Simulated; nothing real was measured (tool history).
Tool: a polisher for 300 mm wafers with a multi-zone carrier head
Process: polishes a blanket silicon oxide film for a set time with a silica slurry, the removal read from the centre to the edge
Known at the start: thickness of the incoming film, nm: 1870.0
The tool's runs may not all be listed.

run  hour  flow of slurry (ml/min)  pressure of the head's centre zone  pressure of the head's middle zone  pressure of the head's edge zone  abrasive content of the slurry  polishing time (s)  film removed at the wafer's centre (Å)  film removed at mid-radius (Å)  film removed at the wafer's edge (Å)
  1     0                      145                                   1                                   1                                 1                               1                  37                                  998.01                          960.06                                956.41
  2   6.4                      145                                   1                                   1                                 1                             0.9                  37                                  938.51                          894.44                                902.99
  3  12.8                      145                                   1                                1.05                                 1                             0.9                  37                                  930.78                          925.01                                905.22
  4  20.5                      145                                0.96                                1.05                                 1                             0.9                  37                                   893.2                          939.56                                890.56
  5  21.2                      145                                0.88                                1.05                                 1                             0.9                  37                                  804.13                          931.67                                890.75
  6  25.8                      145                                0.88                                1.05                                 1                               1                  37                                  874.85                          996.39                                962.13
  7  34.1                      135                                0.93                                0.98                              0.97                             0.9                  37                                  857.09                          876.08                                868.39
  8  34.8                       95                                1.03                                0.88                              0.94                            0.65                  37                                  672.23                          562.38                                619.35
  9  38.4                      110                                1.04                                0.88                              0.95                            0.65                  37                                  681.38                          583.91                                641.29
 10  42.3                      110                                1.04                                0.88                              0.95                            0.65                  37                                  683.12                          578.08                                625.06
 11  45.3                      120                                1.07                                0.88                              0.98                            0.65                  37                                  711.84                             588                                651.93
 12  47.1                      130                                1.09                                0.88                              0.99                            0.65                  37                                  759.61                          597.41                                 666.8
 13  53.4                      135                                1.09                                0.88                              0.99                            0.65                  37                                  747.79                          601.95                                653.23
 14  60.3                      140                                 1.1                                0.88                              1.01                            0.65                  37                                  765.69                          600.23                                667.53

The next listed run, before its measurement:
 15  69.1                      145                                 1.1                                0.88                              1.02                            0.65                  37                                       ?                               ?                                     ?

{"run 15": {"film removed at the wafer's centre (Å)": 777.32, "film removed at mid-radius (Å)": 609.97, "film removed at the wafer's edge (Å)": 686.2}}
